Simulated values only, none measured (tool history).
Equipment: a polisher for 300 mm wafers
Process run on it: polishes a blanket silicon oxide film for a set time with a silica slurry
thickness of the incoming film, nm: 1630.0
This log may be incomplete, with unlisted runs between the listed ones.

run  hour  flow of slurry (ml/min)  pressure of the wafer on the pad (psi)  speed of the pad under the wafer (m/s)  abrasive content of the slurry  polishing time (s)  film removed (Å)
  1   0.0                      220                                     4.7                                    1.48                            1.00                  51           1979.10
  2   3.3                      175                                     4.7                                    1.48                            1.00                  51           1927.80
  3   7.3                      220                                     4.7                                    1.48                            1.00                  51           2000.00
  4   8.8                      220                                     4.7                                    1.48                            1.15                  51           2104.50
  5  16.8                      185                                     4.7                                    1.48                            1.15                  51           2049.80
  6  21.0                      180                                     4.2                                    1.38                            1.15                  51           1732.10
  7  28.9                      180                                     3.8                                    1.30                            1.15                  51           1505.50
  8  30.6                      180                                     3.5                                    1.26                            1.15                  51           1367.20
  9  38.3                      180                                     3.2                                    1.22                            1.15                  51           1228.40

The next listed run, before its measurement:
 10  44.9                      175                                     2.1                                    1.06                            1.15                  51                 ?

{"run 10": {"film removed (Å)": 735.79}}
